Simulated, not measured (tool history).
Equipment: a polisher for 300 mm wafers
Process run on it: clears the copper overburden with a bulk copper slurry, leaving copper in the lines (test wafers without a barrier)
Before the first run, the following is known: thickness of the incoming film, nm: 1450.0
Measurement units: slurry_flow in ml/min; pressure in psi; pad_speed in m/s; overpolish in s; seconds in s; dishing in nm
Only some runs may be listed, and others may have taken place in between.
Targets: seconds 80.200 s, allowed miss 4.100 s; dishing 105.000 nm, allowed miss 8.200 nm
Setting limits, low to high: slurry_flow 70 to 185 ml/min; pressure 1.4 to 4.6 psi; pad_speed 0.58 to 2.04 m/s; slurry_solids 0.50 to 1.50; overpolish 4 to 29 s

run,hour,slurry_flow,pressure,pad_speed,slurry_solids,overpolish,seconds,dishing
1,0.0,120,3.0,1.30,1.00,15,121.850,95.509
2,7.2,120,3.2,1.32,1.00,14,112.030,95.617
3,10.8,120,3.4,1.32,1.00,13,105.790,95.018
4,16.7,120,3.4,1.32,1.00,8,103.900,69.732
5,22.9,120,3.4,1.32,1.00,4,106.850,39.419
6,28.7,135,3.4,1.32,1.00,4,101.840,41.902
7,34.8,150,4.2,1.26,1.00,11,88.033,99.521
8,40.7,150,4.3,1.26,1.00,11,86.138,104.850

Which one of the following 5 next-run settings gets every result inside its allowed miss? There is exactly one.
A,46.6,160,4.2,1.02,1.00,14,?,?
B,46.6,145,4.1,1.22,1.05,10,?,?
C,46.6,140,4.5,1.42,0.95,11,?,?
D,46.6,145,4.0,1.36,0.80,12,?,?
E,46.6,170,4.6,1.24,1.00,10,?,?

move,seconds,dishing
A,102.730,102.560
B,89.029,91.187
C,71.835,110.440
D,86.163,103.010
E,77.150,100.980
A: the biggest miss grows against the last run
B: the biggest miss grows against the last run
C: pushes the last run's worst result past its target
D: neither nearer nor further off than the last run
E: each result inside its tolerance
Move E is the one to make.
